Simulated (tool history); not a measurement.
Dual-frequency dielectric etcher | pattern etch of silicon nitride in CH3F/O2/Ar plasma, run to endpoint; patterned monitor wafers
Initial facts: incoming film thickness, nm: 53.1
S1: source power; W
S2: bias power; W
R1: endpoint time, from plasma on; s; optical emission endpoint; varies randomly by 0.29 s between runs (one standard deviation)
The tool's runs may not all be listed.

run,hour,S1,S2,R1
1,0.0,470,65,81.911
2,3.4,540,65,77.873
3,10.3,490,65,80.639
4,12.7,490,71,78.848
5,14.7,490,65,80.932
6,17.8,470,64,82.948
7,25.5,450,64,83.317
8,31.7,430,64,85.167
9,36.4,420,64,85.795
10,44.8,410,64,86.513

Run 11, settings as shown, results not yet in. Your forecast:
# hour 46.4: source power generator calibrated
11,46.4,400,64,?

{"run 11": {"R1": 87.583}}

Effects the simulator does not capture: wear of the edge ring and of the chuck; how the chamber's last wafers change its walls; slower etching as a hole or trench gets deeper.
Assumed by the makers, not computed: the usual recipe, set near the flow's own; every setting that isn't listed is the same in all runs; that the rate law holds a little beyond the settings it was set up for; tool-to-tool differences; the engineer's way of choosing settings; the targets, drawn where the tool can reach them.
